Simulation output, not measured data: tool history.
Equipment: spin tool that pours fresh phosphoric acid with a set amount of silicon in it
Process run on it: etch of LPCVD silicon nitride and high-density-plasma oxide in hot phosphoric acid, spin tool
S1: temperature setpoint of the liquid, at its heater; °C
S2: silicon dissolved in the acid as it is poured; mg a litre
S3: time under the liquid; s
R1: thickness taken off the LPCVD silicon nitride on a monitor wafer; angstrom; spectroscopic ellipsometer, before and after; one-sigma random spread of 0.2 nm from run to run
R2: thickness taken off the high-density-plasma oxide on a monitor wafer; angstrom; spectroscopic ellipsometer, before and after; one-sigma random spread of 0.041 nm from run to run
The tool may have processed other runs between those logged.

run	hour	S1	S2	S3	R1	R2
1	0	163	17	180	154.27	6.9602
2	1.2	164	17.5	205	178.64	8.3417
3	4.5	164.5	17.5	230	207	10.058
4	5.2	165	18.5	245	224.93	10.594
5	14	165	18.5	255	233.85	10.596
6	18.5	165.5	18	265	246.42	12.298
7	19.8	165.5	18.5	275	256.5	12.394
8	23.4	166	19	280	263.12	11.842
9	27.1	166	18.5	285	269.25	12.778
10	35.3	166	18.5	290	274.72	13.201
11	39	166	18.5	290	276.85	13.662
12	44.6	166	18.5	290	273.05	12.619
13	45.6	166	18.5	290	273.54	13.212
14	51	166	18.5	290	273.15	13.222

Predict the results of run 15:
15	58.7	166	18.5	295	?	?

R1: 276.62 angstrom
R2: 13.468 angstrom
